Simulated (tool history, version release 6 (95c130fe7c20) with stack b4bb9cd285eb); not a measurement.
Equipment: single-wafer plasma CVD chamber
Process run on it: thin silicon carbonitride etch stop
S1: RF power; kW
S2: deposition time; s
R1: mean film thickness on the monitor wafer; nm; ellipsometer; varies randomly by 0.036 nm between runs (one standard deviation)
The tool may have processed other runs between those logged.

run,hour,S1,S2,R1
1,0,0.27,24.9,15.415
2,7.2,0.255,23.6,14.392
3,11.1,0.23,23.6,13.917
4,15.1,0.225,22.6,13.143
5,19.7,0.225,24.3,14.184
6,25,0.22,23.2,13.338
7,30.3,0.215,22.4,12.83

Predict the results of run 8:
8,31.5,0.21,21.7,?

Run 8 gave R1 12.248 nm.

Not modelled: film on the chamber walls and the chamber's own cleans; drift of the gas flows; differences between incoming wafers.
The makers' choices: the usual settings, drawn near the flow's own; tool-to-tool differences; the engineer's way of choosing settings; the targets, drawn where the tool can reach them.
